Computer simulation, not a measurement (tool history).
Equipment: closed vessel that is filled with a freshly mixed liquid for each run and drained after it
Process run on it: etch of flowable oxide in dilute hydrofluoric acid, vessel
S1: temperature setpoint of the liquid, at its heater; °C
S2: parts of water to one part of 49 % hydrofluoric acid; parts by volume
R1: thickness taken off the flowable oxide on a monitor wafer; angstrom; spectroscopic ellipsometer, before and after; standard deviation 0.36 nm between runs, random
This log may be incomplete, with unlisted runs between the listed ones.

{"run": 1, "hour": 0.0, "S1": 22.0, "S2": 80, "time in the liquid (s)": 35, "R1": 219.8}
{"run": 2, "hour": 2.3, "S1": 24.0, "S2": 80, "time in the liquid (s)": 35, "R1": 237.0}
{"run": 3, "hour": 4.0, "S1": 24.0, "S2": 80, "time in the liquid (s)": 35, "R1": 238.39}
{"run": 4, "hour": 5.8, "S1": 22.5, "S2": 80, "time in the liquid (s)": 35, "R1": 222.88}
{"run": 5, "hour": 11.9, "S1": 22.5, "S2": 60, "time in the liquid (s)": 35, "R1": 307.74}
{"run": 6, "hour": 14.7, "S1": 22.5, "S2": 80, "time in the liquid (s)": 35, "R1": 224.94}
{"run": 7, "hour": 23.6, "S1": 24.0, "S2": 70, "time in the liquid (s)": 35, "R1": 277.51}
{"run": 8, "hour": 24.7, "S1": 24.0, "S2": 70, "time in the liquid (s)": 35, "R1": 275.36}
{"run": 9, "hour": 29.8, "S1": 25.0, "S2": 65, "time in the liquid (s)": 35, "R1": 316.72}
{"run": 10, "hour": 34.3, "S1": 26.0, "S2": 60, "time in the liquid (s)": 35, "R1": 357.56}
{"run": 11, "hour": 40.9, "S1": 27.0, "S2": 60, "time in the liquid (s)": 35, "R1": 368.35}

Expected results for the next run?
{"run": 12, "hour": 46.4, "S1": 27.5, "S2": 55, "time in the liquid (s)": 35, "R1": "?"}

R1: 418.08 angstrom

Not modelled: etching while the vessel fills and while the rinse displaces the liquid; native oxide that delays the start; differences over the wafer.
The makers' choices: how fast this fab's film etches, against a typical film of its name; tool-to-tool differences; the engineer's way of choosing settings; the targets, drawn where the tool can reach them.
